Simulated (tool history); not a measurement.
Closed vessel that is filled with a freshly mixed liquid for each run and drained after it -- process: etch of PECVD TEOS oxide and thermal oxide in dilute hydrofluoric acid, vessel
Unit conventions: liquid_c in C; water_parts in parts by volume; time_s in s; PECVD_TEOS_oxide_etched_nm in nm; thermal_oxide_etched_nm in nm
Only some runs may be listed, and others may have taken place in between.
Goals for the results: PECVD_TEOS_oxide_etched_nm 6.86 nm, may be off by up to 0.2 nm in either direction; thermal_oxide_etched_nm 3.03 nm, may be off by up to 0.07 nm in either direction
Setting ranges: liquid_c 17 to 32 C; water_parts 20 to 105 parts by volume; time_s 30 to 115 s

run 1 hour=0 | liquid_c=24 water_parts=55 time_s=60 | PECVD_TEOS_oxide_etched_nm=11.914 thermal_oxide_etched_nm=5.3254
run 2 hour=8.8 | liquid_c=24 water_parts=65 time_s=60 | PECVD_TEOS_oxide_etched_nm=9.9873 thermal_oxide_etched_nm=4.3717
run 3 hour=11.9 | liquid_c=22.5 water_parts=65 time_s=60 | PECVD_TEOS_oxide_etched_nm=9.4205 thermal_oxide_etched_nm=4.1233
run 4 hour=14.6 | liquid_c=21.5 water_parts=65 time_s=60 | PECVD_TEOS_oxide_etched_nm=9.0464 thermal_oxide_etched_nm=3.9595
run 5 hour=21.8 | liquid_c=25 water_parts=65 time_s=60 | PECVD_TEOS_oxide_etched_nm=10.323 thermal_oxide_etched_nm=4.6009
run 6 hour=30.1 | liquid_c=23.5 water_parts=65 time_s=60 | PECVD_TEOS_oxide_etched_nm=9.9221 thermal_oxide_etched_nm=4.3195
run 7 hour=33.4 | liquid_c=22 water_parts=65 time_s=60 | PECVD_TEOS_oxide_etched_nm=9.2712 thermal_oxide_etched_nm=4.0659
run 8 hour=39 | liquid_c=18 water_parts=70 time_s=60 | PECVD_TEOS_oxide_etched_nm=7.1944 thermal_oxide_etched_nm=3.1924
run 9 hour=44.8 | liquid_c=17.5 water_parts=70 time_s=60 | PECVD_TEOS_oxide_etched_nm=7.1132 thermal_oxide_etched_nm=3.1112

Exactly one of the 4 candidate moves below puts every result within its allowed miss. Which one?
run A hour=50.6 | liquid_c=17 water_parts=85 time_s=80 | PECVD_TEOS_oxide_etched_nm=? thermal_oxide_etched_nm=?
run B hour=50.6 | liquid_c=17 water_parts=65 time_s=55 | PECVD_TEOS_oxide_etched_nm=? thermal_oxide_etched_nm=?
run C hour=50.6 | liquid_c=20 water_parts=45 time_s=35 | PECVD_TEOS_oxide_etched_nm=? thermal_oxide_etched_nm=?
run D hour=50.6 | liquid_c=18 water_parts=75 time_s=65 | PECVD_TEOS_oxide_etched_nm=? thermal_oxide_etched_nm=?

move=A PECVD_TEOS_oxide_etched_nm=7.4472 thermal_oxide_etched_nm=3.28
move=B PECVD_TEOS_oxide_etched_nm=6.8415 thermal_oxide_etched_nm=3.0132
move=C PECVD_TEOS_oxide_etched_nm=7.3176 thermal_oxide_etched_nm=3.2229
move=D PECVD_TEOS_oxide_etched_nm=7.2335 thermal_oxide_etched_nm=3.1859
A: its largest miss is bigger than the last run's
B: in spec on every target
C: its largest miss is bigger than the last run's
D: its largest miss is bigger than the last run's
Correct choice: B, which meets every target

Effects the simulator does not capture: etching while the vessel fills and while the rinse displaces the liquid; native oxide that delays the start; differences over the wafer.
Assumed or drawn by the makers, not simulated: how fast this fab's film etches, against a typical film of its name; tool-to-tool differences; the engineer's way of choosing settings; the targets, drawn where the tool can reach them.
